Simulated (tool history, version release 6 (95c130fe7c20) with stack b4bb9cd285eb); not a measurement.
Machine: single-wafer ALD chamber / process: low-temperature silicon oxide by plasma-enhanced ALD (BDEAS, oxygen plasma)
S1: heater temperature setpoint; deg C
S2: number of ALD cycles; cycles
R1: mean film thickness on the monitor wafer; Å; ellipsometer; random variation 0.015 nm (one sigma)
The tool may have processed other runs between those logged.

| run | hour | S1 | S2 | R1 |
|---|---|---|---|---|
| 1 | 0.0 | 100 | 31 | 44.433 |
| 2 | 4.1 | 89 | 31 | 46.179 |
| 3 | 11.3 | 87 | 32 | 48.077 |
| 4 | 14.4 | 85 | 33 | 50.080 |
| 5 | 21.4 | 85 | 31 | 46.892 |
| 6 | 27.4 | 84 | 32 | 48.601 |
| 7 | 32.6 | 83 | 33 | 50.345 |
| 8 | 41.1 | 82 | 34 | 52.398 |

Run 9 has not been measured yet. What should we expect?
| 9 | 44.8 | 81 | 34 | ? |

R1: 52.494 Å

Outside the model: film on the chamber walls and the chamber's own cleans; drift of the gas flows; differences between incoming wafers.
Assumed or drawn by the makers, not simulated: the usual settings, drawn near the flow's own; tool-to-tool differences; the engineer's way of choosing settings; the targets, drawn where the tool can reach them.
